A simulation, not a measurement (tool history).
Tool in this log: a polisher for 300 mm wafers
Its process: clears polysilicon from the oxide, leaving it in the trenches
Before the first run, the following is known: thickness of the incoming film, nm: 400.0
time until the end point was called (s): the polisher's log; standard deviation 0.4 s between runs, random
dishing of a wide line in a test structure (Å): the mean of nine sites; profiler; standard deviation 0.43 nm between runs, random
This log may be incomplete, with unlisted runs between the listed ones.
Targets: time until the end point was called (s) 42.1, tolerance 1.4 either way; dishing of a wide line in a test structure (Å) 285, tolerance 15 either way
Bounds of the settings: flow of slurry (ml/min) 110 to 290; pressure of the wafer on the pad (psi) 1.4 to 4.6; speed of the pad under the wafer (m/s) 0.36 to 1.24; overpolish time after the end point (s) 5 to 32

run    day  flow of slurry (ml/min)  pressure of the wafer on the pad (psi)  speed of the pad under the wafer (m/s)  overpolish time after the end point (s)  time until the end point was called (s)  dishing of a wide line in a test structure (Å)
  1      0                      185                                       3                                     0.8                                       16                                   35.269                                           494.1
  2  0.358                      185                                       3                                     0.8                                       11                                   36.049                                          462.22
  3    0.4                      185                                     2.7                                     0.8                                       11                                   39.465                                          442.89
  4  0.442                      155                                     2.7                                     0.8                                       11                                   40.603                                          444.74
  5  0.754                      155                                     3.2                                     0.8                                       11                                   34.385                                           467.3
  6  1.042                      155                                     3.2                                    0.62                                       11                                   43.108                                          423.14
  7  1.204                      160                                     3.5                                    0.52                                        9                                   47.354                                          376.62
  8  1.538                      205                                     3.9                                    0.46                                        8                                   45.754                                          371.93
  9  1.625                      255                                     4.4                                     0.4                                        5                                   45.142                                          270.24
 10  1.921                      250                                     4.5                                     0.4                                        5                                   43.909                                           276.3
 11  2.021                      255                                     4.6                                     0.4                                        7                                   42.872                                          353.63
 12  2.267                      265                                     4.6                                    0.42                                        6                                   40.847                                          324.96
 13  2.362                      275                                     4.5                                    0.42                                        6                                   41.435                                          323.48
 14  2.621                      240                                     4.5                                    0.42                                        6                                   41.628                                           318.7
 15  2.954                      255                                     4.5                                    0.42                                        6                                    41.46                                          323.36
 16  3.146                      265                                     4.5                                    0.42                                        6                                   41.274                                          326.85
 17  3.446                      230                                     4.5                                    0.42                                        6                                   42.343                                          317.18
 18  3.721                      250                                     4.5                                    0.42                                        6                                   41.997                                          321.11
 19  3.758                      265                                     4.5                                    0.42                                        6                                   42.184                                          320.99
 20  3.908                      230                                     4.5                                    0.42                                        6                                   42.083                                          320.45
 21  4.088                      250                                     4.5                                    0.42                                        6                                   41.592                                          329.49
 22  4.175                      200                                     4.6                                    0.46                                        5                                   38.269                                          303.89

Pick the move, out of 5, that brings all results within their allowed miss; only one does.
  A  4.262                      205                                     4.4                                    0.56                                        5                                        ?                                               ?
  B  4.262                      205                                     4.6                                    0.46                                        6                                        ?                                               ?
  C  4.262                      205                                       4                                    0.48                                        5                                        ?                                               ?
  D  4.262                      275                                     4.6                                    0.46                                        5                                        ?                                               ?
  E  4.262                      150                                     4.3                                    0.54                                        5                                        ?                                               ?

move  time until the end point was called (s)  dishing of a wide line in a test structure (Å)
   A                                   33.435                                          326.31
   B                                   38.369                                          334.95
   C                                   42.313                                          281.34
   D                                   37.047                                          306.55
   E                                    37.27                                           305.4
A: the biggest miss grows against the last run
B: the biggest miss grows against the last run
C: in spec on every target
D: the biggest miss grows against the last run
E: the biggest miss grows against the last run
The move that meets every target is C.
